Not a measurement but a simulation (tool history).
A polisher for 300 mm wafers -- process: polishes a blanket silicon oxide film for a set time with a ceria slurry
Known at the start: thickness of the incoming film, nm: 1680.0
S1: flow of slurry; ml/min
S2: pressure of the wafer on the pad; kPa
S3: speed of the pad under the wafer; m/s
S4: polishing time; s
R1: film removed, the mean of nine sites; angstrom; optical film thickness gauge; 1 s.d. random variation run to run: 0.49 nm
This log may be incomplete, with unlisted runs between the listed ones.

run	hour	S1	S2	S3	S4	R1
1	0.0	190	16.5	1.04	23	961.35
2	7.3	185	13.8	1.04	23	801.19
3	12.7	180	11.7	1.04	23	679.79
4	16.3	175	11.0	1.04	23	659.87
5	22.9	175	10.3	1.04	23	630.15
6	23.9	175	11.7	1.04	23	686.45
7	30.6	170	11.0	1.04	23	654.45
8	34.2	165	10.3	1.04	23	624.54
9	39.0	165	9.7	1.04	23	576.84

What does the tool deliver on the next run?
10	39.7	165	9.7	1.04	23	?

{"run 10": {"R1": 575.94}}

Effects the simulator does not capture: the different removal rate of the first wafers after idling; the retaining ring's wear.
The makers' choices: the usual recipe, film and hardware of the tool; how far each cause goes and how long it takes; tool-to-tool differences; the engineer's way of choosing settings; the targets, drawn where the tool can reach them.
